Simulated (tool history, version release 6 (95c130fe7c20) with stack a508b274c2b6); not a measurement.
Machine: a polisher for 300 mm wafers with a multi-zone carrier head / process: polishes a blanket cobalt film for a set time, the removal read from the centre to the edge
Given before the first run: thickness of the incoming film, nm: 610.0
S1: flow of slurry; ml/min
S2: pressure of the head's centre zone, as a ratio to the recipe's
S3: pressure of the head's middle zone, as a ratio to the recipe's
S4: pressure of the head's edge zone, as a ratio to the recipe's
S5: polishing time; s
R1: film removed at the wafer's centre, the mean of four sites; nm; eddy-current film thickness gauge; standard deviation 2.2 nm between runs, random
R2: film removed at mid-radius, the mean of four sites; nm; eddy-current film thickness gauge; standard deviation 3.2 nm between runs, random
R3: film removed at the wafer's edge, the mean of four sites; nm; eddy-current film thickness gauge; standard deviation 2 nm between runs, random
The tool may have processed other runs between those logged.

Run 1, hour 0: S1 295 ml/min, S2 1, S3 1, S4 1, S5 35 s. Result: R1 255.5 nm, R2 263.28 nm, R3 261.99 nm.
Run 2, hour 6.8: S1 295 ml/min, S2 1, S3 1, S4 1, S5 41 s. Result: R1 303.25 nm, R2 307.19 nm, R3 307.75 nm.
Run 3, hour 10.2: S1 290 ml/min, S2 0.97, S3 0.98, S4 0.98, S5 40 s. Result: R1 287.57 nm, R2 291.75 nm, R3 296.99 nm.
Run 4, hour 16.9: S1 285 ml/min, S2 0.94, S3 0.98, S4 0.97, S5 39 s. Result: R1 266.9 nm, R2 289.1 nm, R3 288.12 nm.
Run 5, hour 24.9: S1 280 ml/min, S2 0.92, S3 0.96, S4 0.95, S5 38 s. Result: R1 257.63 nm, R2 276.1 nm, R3 279.08 nm.
Run 6, hour 32.8: S1 275 ml/min, S2 0.9, S3 0.95, S4 0.94, S5 38 s. Result: R1 251.83 nm, R2 267.42 nm, R3 276.08 nm.
Run 7, hour 34.9: S1 275 ml/min, S2 0.9, S3 0.95, S4 0.94, S5 38 s. Result: R1 245.23 nm, R2 272.7 nm, R3 277.47 nm.
Run 8, hour 40: S1 270 ml/min, S2 0.89, S3 0.94, S4 0.93, S5 38 s. Result: R1 241.7 nm, R2 273.41 nm, R3 273.25 nm.
Run 9, hour 42.4: S1 265 ml/min, S2 0.89, S3 0.93, S4 0.92, S5 38 s. Result: R1 239.49 nm, R2 273.23 nm, R3 273.46 nm.

What will run 10 give?
Run 10, hour 44.7: S1 265 ml/min, S2 0.89, S3 0.92, S4 0.92, S5 38 s. Result: R1 ?, R2 ?, R3 ?.

{"run 10": {"R1": 246.36, "R2": 269.71, "R3": 272.55}}

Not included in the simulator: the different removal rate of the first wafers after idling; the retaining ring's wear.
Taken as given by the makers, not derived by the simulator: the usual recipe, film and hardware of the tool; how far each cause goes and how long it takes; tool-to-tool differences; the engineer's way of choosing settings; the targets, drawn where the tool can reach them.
